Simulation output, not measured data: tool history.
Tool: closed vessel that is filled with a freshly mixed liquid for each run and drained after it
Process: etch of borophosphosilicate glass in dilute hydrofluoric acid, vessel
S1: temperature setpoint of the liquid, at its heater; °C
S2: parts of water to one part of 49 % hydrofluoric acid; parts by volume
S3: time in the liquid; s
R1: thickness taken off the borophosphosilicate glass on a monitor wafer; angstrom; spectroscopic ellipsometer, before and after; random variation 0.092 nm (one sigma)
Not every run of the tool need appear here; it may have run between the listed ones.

run  hour    S1   S2  S3      R1
  1     0    23   95  35  183.68
  2   7.6    23   80  35  221.64
  3  12.8    26   80  35  253.88
  4  16.5    26   80  35  250.82
  5  24.4    26  110  35  175.69
  6  28.8  25.5  110  35  174.53

Run 7, settings as shown, results not yet in. Your forecast:
  7  31.9  25  110  35   ?

Run 7 yielded R1 169.61 angstrom.
